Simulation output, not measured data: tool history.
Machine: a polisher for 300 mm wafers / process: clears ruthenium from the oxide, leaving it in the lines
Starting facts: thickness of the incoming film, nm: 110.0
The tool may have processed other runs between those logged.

run  hour  flow of slurry (ml/min)  pressure of the wafer on the pad (psi)  speed of the pad under the wafer (m/s)  overpolish time after the end point (s)  time until the end point was called (s)
  1   0.0                      160                                     1.6                                    0.80                                       24                                   155.71
  2   6.7                      160                                     1.7                                    0.80                                       24                                   144.57
  3  11.9                      160                                     1.8                                    0.80                                       24                                   144.33
  4  13.6                      160                                     1.8                                    0.68                                       24                                   159.56
  5  20.3                      160                                     1.8                                    0.68                                       24                                   168.35
  6  22.2                      160                                     2.0                                    0.70                                       24                                   148.45
  7  25.8                      160                                     2.0                                    0.70                                       24                                   149.61
  8  29.0                      160                                     2.1                                    0.72                                       24                                   138.56
  9  35.6                      160                                     2.1                                    0.72                                       24                                   138.78
 10  38.3                      160                                     2.2                                    0.74                                       24                                   128.08

Run 11 has not been measured yet. What should we expect?
 11  41.4                      160                                     2.3                                    0.74                                       24                                        ?

time until the end point was called (s): 124.89

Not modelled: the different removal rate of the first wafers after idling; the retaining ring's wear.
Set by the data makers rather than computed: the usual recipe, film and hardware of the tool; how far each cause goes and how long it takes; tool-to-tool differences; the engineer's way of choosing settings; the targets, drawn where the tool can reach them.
